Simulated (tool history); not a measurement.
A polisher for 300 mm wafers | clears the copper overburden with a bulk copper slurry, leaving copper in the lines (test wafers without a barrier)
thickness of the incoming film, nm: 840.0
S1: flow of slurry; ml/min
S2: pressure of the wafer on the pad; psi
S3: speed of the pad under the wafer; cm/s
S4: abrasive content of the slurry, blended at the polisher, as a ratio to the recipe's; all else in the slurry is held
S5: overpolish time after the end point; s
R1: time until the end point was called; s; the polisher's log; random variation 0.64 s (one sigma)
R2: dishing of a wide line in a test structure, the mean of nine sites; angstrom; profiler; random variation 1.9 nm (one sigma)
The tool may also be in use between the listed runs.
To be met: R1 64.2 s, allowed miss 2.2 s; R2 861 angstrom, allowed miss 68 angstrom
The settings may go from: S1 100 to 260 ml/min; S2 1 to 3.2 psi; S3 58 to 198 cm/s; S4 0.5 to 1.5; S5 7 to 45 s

run,hour,S1,S2,S3,S4,S5,R1,R2
1,0,165,2.1,128,1,23,84.796,986.18
2,5.3,170,2.2,128,1,19,81.643,903.56
3,10.9,170,2.2,98,1,19,98.261,831.41
4,15.6,175,2.4,100,1,16,90.71,820.96
5,24.4,175,2,100,1,16,104.29,711.15
6,26.2,175,1.6,100,1,16,120.03,624.42
7,28.1,185,2,102,1,13,100.46,632.29
8,34.4,195,2.3,104,1,13,89.634,652.4
9,38.2,195,2.5,106,1,13,85.093,704.19
10,40.2,190,2.7,110,1,13,77.815,747.47
11,42.7,195,2.8,112,1,14,74.791,818.83
12,43.6,200,2.9,114,1,14,72.559,838.95
13,47.7,200,3,116,1,13,69.421,847.07
14,56.3,200,3.1,118,1,13,67.008,811.16

Which of these 5 next moves meets every target?
A,64.9,140,2.9,130,1,11,?,?
B,64.9,210,2.9,132,1.05,12,?,?
C,64.9,200,3,118,0.9,12,?,?
D,64.9,110,3.2,112,1,12,?,?
E,64.9,180,3.1,106,1.25,13,?,?

move,R1,R2
A,69.856,766.88
B,64.508,859.22
C,70.659,811.05
D,75.531,779.05
E,70.632,859.48
A: further off than the last run
B: meets every target
C: further off than the last run
D: further off than the last run
E: further off than the last run
Answer: B
